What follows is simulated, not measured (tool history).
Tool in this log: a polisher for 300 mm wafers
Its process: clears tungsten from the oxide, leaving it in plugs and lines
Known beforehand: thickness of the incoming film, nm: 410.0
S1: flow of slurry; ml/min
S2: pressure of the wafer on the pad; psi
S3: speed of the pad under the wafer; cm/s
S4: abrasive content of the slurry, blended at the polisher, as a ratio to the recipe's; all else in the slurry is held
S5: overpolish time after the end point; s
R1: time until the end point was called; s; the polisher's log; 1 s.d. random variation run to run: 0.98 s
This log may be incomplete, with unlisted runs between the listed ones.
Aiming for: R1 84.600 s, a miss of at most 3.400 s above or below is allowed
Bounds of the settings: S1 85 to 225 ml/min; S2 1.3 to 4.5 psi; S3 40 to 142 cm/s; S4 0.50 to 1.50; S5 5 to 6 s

{"run": 1, "day": 0.0, "S1": 145, "S2": 2.9, "S3": 90, "S4": 1.0, "S5": 6, "R1": 121.4}
{"run": 2, "day": 0.225, "S1": 145, "S2": 2.9, "S3": 90, "S4": 1.0, "S5": 6, "R1": 121.67}
{"run": 3, "day": 0.567, "S1": 145, "S2": 2.9, "S3": 108, "S4": 1.0, "S5": 6, "R1": 101.17}
{"run": 4, "day": 0.667, "S1": 145, "S2": 2.9, "S3": 108, "S4": 1.1, "S5": 6, "R1": 99.649}
{"run": 5, "day": 0.883, "S1": 145, "S2": 2.9, "S3": 108, "S4": 1.2, "S5": 6, "R1": 98.165}
{"run": 6, "day": 1.196, "S1": 145, "S2": 2.9, "S3": 108, "S4": 1.2, "S5": 6, "R1": 98.229}
{"run": 7, "day": 1.271, "S1": 145, "S2": 2.9, "S3": 108, "S4": 1.2, "S5": 6, "R1": 99.856}
{"run": 8, "day": 1.388, "S1": 145, "S2": 3.0, "S3": 108, "S4": 1.2, "S5": 6, "R1": 96.826}
{"run": 9, "day": 1.712, "S1": 145, "S2": 3.1, "S3": 108, "S4": 1.2, "S5": 6, "R1": 93.624}

4 next moves are on the table. One of them brings every result within its allowed miss. Which?
{"run": "A", "day": 2.038, "S1": 145, "S2": 3.0, "S3": 106, "S4": 1.15, "S5": 6, "R1": "?"}
{"run": "B", "day": 2.038, "S1": 135, "S2": 3.5, "S3": 106, "S4": 1.4, "S5": 6, "R1": "?"}
{"run": "C", "day": 2.038, "S1": 160, "S2": 3.2, "S3": 90, "S4": 1.25, "S5": 6, "R1": "?"}
{"run": "D", "day": 2.038, "S1": 165, "S2": 2.9, "S3": 106, "S4": 1.25, "S5": 6, "R1": "?"}

move=A R1=98.505
move=B R1=85.008
move=C R1=106.770
move=D R1=97.769
A: the biggest miss grows against the last run
B: each result inside its tolerance
C: the biggest miss grows against the last run
D: the biggest miss grows against the last run
Go with B: it meets all targets.
